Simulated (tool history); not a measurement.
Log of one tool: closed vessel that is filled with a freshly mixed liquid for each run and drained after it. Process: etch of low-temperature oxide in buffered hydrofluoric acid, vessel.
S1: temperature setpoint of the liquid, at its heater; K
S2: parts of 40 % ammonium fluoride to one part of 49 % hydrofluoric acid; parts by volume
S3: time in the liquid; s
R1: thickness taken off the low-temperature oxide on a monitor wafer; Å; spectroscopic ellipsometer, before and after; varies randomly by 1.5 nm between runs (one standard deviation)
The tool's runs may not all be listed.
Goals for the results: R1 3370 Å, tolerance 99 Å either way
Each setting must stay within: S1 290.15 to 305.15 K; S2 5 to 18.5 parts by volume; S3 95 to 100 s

run  hour      S1    S2   S3      R1
  1     0  297.15  11.5   95  5364.8
  2   1.6  299.65  11.5   95  6141.7
  3   4.8  299.65  11.5  100  6463.3
  4  12.7  297.65    12  100  5585.7
  5  13.6  296.15  12.5  100  4927.4
  6  14.5  293.15  12.5  100  4175.1
  7  19.8  292.65  12.5  100  4077.5
  8  27.4  292.15  12.5  100  3949.2
  9  32.1  291.65  12.5  100  3847.3
 10  39.7  291.15  12.5  100  3715.3

Which single option among these 5 for the next run brings every result within its allowed miss of target? Just one does.
  A  47.3  291.65    12  100   ?
  B  47.3  290.15    13  100   ?
  C  47.3  291.65  11.5   95   ?
  D  47.3  291.15    13  100   ?
  E  47.3  290.65    12  100   ?

move      R1
   A  3999.2
   B  3395.2
   C  3960.7
   D  3594.2
   E  3778.5
A: its largest miss is bigger than the last run's
B: meets every target
C: its largest miss is bigger than the last run's
D: gains on the last run, yet a result remains outside its allowed miss
E: its largest miss is bigger than the last run's
The right move is B.
